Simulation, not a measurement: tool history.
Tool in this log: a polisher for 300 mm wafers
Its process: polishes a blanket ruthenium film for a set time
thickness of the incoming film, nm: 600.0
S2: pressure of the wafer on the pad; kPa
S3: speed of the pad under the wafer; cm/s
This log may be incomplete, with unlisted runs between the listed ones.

{"run": 1, "hour": 0.0, "flow of slurry (ml/min)": 150, "S2": 18.6, "S3": 106, "polishing time (s)": 34, "film removed (nm)": 47.258}
{"run": 2, "hour": 6.3, "flow of slurry (ml/min)": 150, "S2": 18.6, "S3": 92, "polishing time (s)": 34, "film removed (nm)": 41.523}
{"run": 3, "hour": 9.2, "flow of slurry (ml/min)": 180, "S2": 18.6, "S3": 92, "polishing time (s)": 34, "film removed (nm)": 42.765}
{"run": 4, "hour": 16.9, "flow of slurry (ml/min)": 195, "S2": 18.6, "S3": 92, "polishing time (s)": 34, "film removed (nm)": 43.443}
{"run": 5, "hour": 23.2, "flow of slurry (ml/min)": 195, "S2": 18.6, "S3": 92, "polishing time (s)": 30, "film removed (nm)": 37.592}
{"run": 6, "hour": 27.1, "flow of slurry (ml/min)": 195, "S2": 18.6, "S3": 92, "polishing time (s)": 34, "film removed (nm)": 42.84}
{"run": 7, "hour": 27.8, "flow of slurry (ml/min)": 195, "S2": 17.9, "S3": 92, "polishing time (s)": 34, "film removed (nm)": 41.442}
{"run": 8, "hour": 30.9, "flow of slurry (ml/min)": 195, "S2": 17.2, "S3": 90, "polishing time (s)": 34, "film removed (nm)": 39.428}
{"run": 9, "hour": 33.8, "flow of slurry (ml/min)": 195, "S2": 16.5, "S3": 88, "polishing time (s)": 34, "film removed (nm)": 36.712}

The next listed run, before its measurement:
{"run": 10, "hour": 40.0, "flow of slurry (ml/min)": 195, "S2": 15.9, "S3": 88, "polishing time (s)": 34, "film removed (nm)": "?"}

{"run 10": {"film removed (nm)": 35.414}}
